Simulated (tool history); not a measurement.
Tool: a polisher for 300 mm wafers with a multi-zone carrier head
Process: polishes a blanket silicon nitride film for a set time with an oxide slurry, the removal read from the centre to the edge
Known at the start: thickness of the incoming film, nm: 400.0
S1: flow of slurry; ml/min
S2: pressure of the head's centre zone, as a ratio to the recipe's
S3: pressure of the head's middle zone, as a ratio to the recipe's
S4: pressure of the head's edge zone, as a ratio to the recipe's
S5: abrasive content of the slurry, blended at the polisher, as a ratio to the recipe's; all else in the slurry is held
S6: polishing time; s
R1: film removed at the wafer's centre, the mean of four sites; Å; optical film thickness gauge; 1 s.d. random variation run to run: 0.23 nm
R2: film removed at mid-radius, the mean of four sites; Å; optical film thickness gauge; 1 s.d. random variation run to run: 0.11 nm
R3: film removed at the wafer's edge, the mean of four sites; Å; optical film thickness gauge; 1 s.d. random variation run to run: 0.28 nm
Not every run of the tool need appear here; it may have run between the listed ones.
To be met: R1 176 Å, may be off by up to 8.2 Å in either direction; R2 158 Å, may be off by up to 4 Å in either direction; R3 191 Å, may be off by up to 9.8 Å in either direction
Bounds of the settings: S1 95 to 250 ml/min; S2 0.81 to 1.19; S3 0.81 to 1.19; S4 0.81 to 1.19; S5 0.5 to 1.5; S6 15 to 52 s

| run | day | S1 | S2 | S3 | S4 | S5 | S6 | R1 | R2 | R3 |
|---|---|---|---|---|---|---|---|---|---|---|
| 1 | 0 | 160 | 1 | 1 | 1 | 1 | 33 | 217.05 | 211.53 | 211.5 |
| 2 | 0.267 | 160 | 1 | 1 | 1 | 0.85 | 33 | 188.4 | 185.76 | 182.09 |
| 3 | 0.354 | 160 | 1 | 1.08 | 1 | 0.85 | 33 | 192.6 | 197.53 | 185.22 |
| 4 | 0.483 | 150 | 1 | 1.03 | 1.03 | 0.85 | 33 | 185.19 | 189.4 | 181.89 |
| 5 | 0.771 | 155 | 1 | 0.98 | 1.07 | 0.85 | 33 | 184.18 | 179.89 | 188.89 |
| 6 | 1.054 | 150 | 1 | 0.95 | 1.08 | 0.85 | 33 | 191.65 | 179.44 | 183.45 |
| 7 | 1.212 | 195 | 0.94 | 0.88 | 1.18 | 0.6 | 32 | 121.86 | 112.38 | 135.66 |
| 8 | 1.362 | 200 | 0.95 | 0.88 | 1.18 | 0.7 | 32 | 149.5 | 135.84 | 165.18 |
| 9 | 1.6 | 210 | 0.96 | 0.89 | 1.18 | 0.7 | 32 | 149.99 | 138.46 | 163.78 |
| 10 | 1.846 | 215 | 0.96 | 0.89 | 1.18 | 0.7 | 32 | 149.05 | 139.32 | 163.81 |
| 11 | 2.192 | 220 | 0.97 | 0.88 | 1.18 | 0.7 | 32 | 152.39 | 139.11 | 161.6 |
| 12 | 2.562 | 220 | 0.97 | 0.88 | 1.18 | 0.7 | 32 | 152.23 | 140.13 | 165.59 |
| 13 | 2.792 | 225 | 0.98 | 0.87 | 1.19 | 0.75 | 32 | 170.95 | 146 | 183.29 |
| 14 | 3.104 | 230 | 0.98 | 0.88 | 1.19 | 0.75 | 32 | 165.81 | 151.31 | 175.8 |
| 15 | 3.475 | 230 | 0.98 | 0.88 | 1.19 | 0.75 | 32 | 169.61 | 150.13 | 175.05 |
| 16 | 3.529 | 225 | 0.97 | 0.88 | 1.19 | 0.75 | 32 | 166.99 | 152 | 177.4 |
| 17 | 3.883 | 225 | 0.97 | 0.87 | 1.19 | 0.75 | 32 | 164.99 | 149.29 | 172.07 |
| 18 | 4.021 | 200 | 0.94 | 0.81 | 1.19 | 1 | 32 | 202.24 | 177.82 | 222.33 |
| 19 | 4.371 | 190 | 0.94 | 0.81 | 1.17 | 1 | 32 | 196.47 | 175.76 | 217.24 |
| 20 | 4.683 | 180 | 0.94 | 0.81 | 1.15 | 1 | 32 | 197.64 | 173.97 | 218.21 |
| 21 | 4.821 | 175 | 0.94 | 0.82 | 1.14 | 1 | 32 | 199.15 | 175.48 | 220.7 |
| 22 | 5.158 | 170 | 0.94 | 0.83 | 1.14 | 0.95 | 32 | 195.09 | 171.13 | 206.57 |
| 23 | 5.225 | 165 | 0.93 | 0.83 | 1.14 | 0.95 | 32 | 188.93 | 169.63 | 210.36 |
| 24 | 5.3 | 170 | 0.94 | 0.84 | 1.13 | 0.9 | 32 | 180.43 | 164.89 | 202.35 |

5 candidate next runs follow, results not yet known. Just one meets every target within its allowed miss. Identify it.
| A | 5.375 | 165 | 1.09 | 0.87 | 1.16 | 1 | 28 | ? | ? | ? |
| B | 5.375 | 185 | 0.94 | 0.83 | 1.13 | 0.85 | 32 | ? | ? | ? |
| C | 5.375 | 185 | 1.02 | 1 | 1.12 | 0.8 | 31 | ? | ? | ? |
| D | 5.375 | 170 | 1.08 | 0.81 | 1.19 | 0.85 | 31 | ? | ? | ? |
| E | 5.375 | 225 | 0.96 | 0.81 | 1.15 | 0.95 | 28 | ? | ? | ? |

| move | R1 | R2 | R3 |
|---|---|---|---|
| A | 196.63 | 159.81 | 186.45 |
| B | 175.8 | 157.39 | 187.58 |
| C | 174.09 | 168.59 | 170.99 |
| D | 191.35 | 147.93 | 185.42 |
| E | 175.27 | 150.5 | 183.69 |
A: the worst result of the last run now meets its target, but another is out of spec
B: hits every target within its allowed miss
C: its largest miss is bigger than the last run's
D: takes the result that was furthest off past its target
E: takes the result that was furthest off past its target
The right move is B.
